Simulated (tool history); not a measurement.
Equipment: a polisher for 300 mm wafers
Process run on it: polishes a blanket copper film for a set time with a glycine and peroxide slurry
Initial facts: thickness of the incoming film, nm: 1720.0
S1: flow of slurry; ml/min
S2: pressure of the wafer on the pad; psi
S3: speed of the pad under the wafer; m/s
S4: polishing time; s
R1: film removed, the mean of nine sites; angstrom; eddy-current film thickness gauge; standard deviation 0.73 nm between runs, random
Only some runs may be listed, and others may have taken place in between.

run,hour,S1,S2,S3,S4,R1
1,0.0,200,1.7,1.28,26,1085.90
2,4.1,195,1.5,1.28,26,1005.90
3,10.9,195,1.3,1.28,26,882.25
4,12.1,195,1.3,1.28,26,889.13
5,17.1,195,1.3,1.28,26,868.85
6,24.0,195,0.9,1.28,26,682.17

Estimate the outcome of run 7 from the log above:
7,24.6,195,1.0,1.28,26,?

{"run 7": {"R1": 720.29}}

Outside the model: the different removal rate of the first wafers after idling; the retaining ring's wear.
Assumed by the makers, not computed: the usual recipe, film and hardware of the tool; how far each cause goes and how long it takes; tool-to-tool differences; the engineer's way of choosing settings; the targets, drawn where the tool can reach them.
